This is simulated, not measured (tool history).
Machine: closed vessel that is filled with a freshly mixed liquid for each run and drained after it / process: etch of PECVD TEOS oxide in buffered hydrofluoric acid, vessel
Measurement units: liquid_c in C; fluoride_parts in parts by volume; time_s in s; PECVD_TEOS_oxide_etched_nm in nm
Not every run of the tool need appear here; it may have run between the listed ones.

{"run": 1, "day": 0.0, "liquid_c": 25.0, "fluoride_parts": 18.0, "time_s": 90, "PECVD_TEOS_oxide_etched_nm": 116.63}
{"run": 2, "day": 0.079, "liquid_c": 27.0, "fluoride_parts": 15.5, "time_s": 90, "PECVD_TEOS_oxide_etched_nm": 152.0}
{"run": 3, "day": 0.279, "liquid_c": 28.5, "fluoride_parts": 14.0, "time_s": 90, "PECVD_TEOS_oxide_etched_nm": 184.16}
{"run": 4, "day": 0.517, "liquid_c": 29.5, "fluoride_parts": 13.0, "time_s": 90, "PECVD_TEOS_oxide_etched_nm": 207.49}
{"run": 5, "day": 0.712, "liquid_c": 29.5, "fluoride_parts": 13.0, "time_s": 90, "PECVD_TEOS_oxide_etched_nm": 205.91}
{"run": 6, "day": 1.083, "liquid_c": 32.0, "fluoride_parts": 13.0, "time_s": 90, "PECVD_TEOS_oxide_etched_nm": 236.65}
{"run": 7, "day": 1.3, "liquid_c": 32.0, "fluoride_parts": 10.0, "time_s": 90, "PECVD_TEOS_oxide_etched_nm": 305.61}
{"run": 8, "day": 1.671, "liquid_c": 31.5, "fluoride_parts": 10.0, "time_s": 90, "PECVD_TEOS_oxide_etched_nm": 298.5}

Estimate the outcome of run 9 from the log above:
{"run": 9, "day": 1.983, "liquid_c": 31.0, "fluoride_parts": 10.0, "time_s": 90, "PECVD_TEOS_oxide_etched_nm": "?"}

PECVD_TEOS_oxide_etched_nm: 287.19 nm
